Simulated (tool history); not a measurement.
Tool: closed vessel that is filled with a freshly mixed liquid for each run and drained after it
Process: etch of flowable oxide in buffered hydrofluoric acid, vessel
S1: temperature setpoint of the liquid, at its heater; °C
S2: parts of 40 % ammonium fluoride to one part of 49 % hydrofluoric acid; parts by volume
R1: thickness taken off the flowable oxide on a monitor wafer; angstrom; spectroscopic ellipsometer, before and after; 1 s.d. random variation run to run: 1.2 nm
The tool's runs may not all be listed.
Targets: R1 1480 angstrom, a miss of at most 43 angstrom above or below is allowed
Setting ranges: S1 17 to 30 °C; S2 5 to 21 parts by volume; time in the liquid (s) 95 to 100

{"run": 1, "hour": 0.0, "S1": 22, "S2": 13, "time in the liquid (s)": 95, "R1": 2035.1}
{"run": 2, "hour": 3.0, "S1": 21.5, "S2": 13, "time in the liquid (s)": 95, "R1": 2008.7}
{"run": 3, "hour": 8.8, "S1": 21, "S2": 13, "time in the liquid (s)": 95, "R1": 1957.2}
{"run": 4, "hour": 10.3, "S1": 21, "S2": 13, "time in the liquid (s)": 100, "R1": 2004.9}
{"run": 5, "hour": 11.1, "S1": 21, "S2": 13, "time in the liquid (s)": 95, "R1": 1930.8}
{"run": 6, "hour": 15.2, "S1": 20.5, "S2": 13, "time in the liquid (s)": 95, "R1": 1868.8}
{"run": 7, "hour": 20.0, "S1": 20, "S2": 13, "time in the liquid (s)": 95, "R1": 1823.7}
{"run": 8, "hour": 26.0, "S1": 19.5, "S2": 13, "time in the liquid (s)": 95, "R1": 1778.3}
{"run": 9, "hour": 28.4, "S1": 17, "S2": 14, "time in the liquid (s)": 95, "R1": 1414.2}

Consider the 5 candidate settings below. Which is the only one whose results all fall within their allowed miss of target?
{"run": "A", "hour": 30.8, "S1": 19.5, "S2": 16.5, "time in the liquid (s)": 95, "R1": "?"}
{"run": "B", "hour": 30.8, "S1": 17, "S2": 16, "time in the liquid (s)": 100, "R1": "?"}
{"run": "C", "hour": 30.8, "S1": 17, "S2": 14, "time in the liquid (s)": 100, "R1": "?"}
{"run": "D", "hour": 30.8, "S1": 17, "S2": 14.5, "time in the liquid (s)": 95, "R1": "?"}
{"run": "E", "hour": 30.8, "S1": 20, "S2": 18, "time in the liquid (s)": 100, "R1": "?"}

move=A R1=1393.5
move=B R1=1312.1
move=C R1=1496.4
move=D R1=1373.4
move=E R1=1384.6
A: its largest miss is bigger than the last run's
B: its largest miss is bigger than the last run's
C: each result inside its tolerance
D: its largest miss is bigger than the last run's
E: its largest miss is bigger than the last run's
So the answer is move C, the one that meets all the targets.
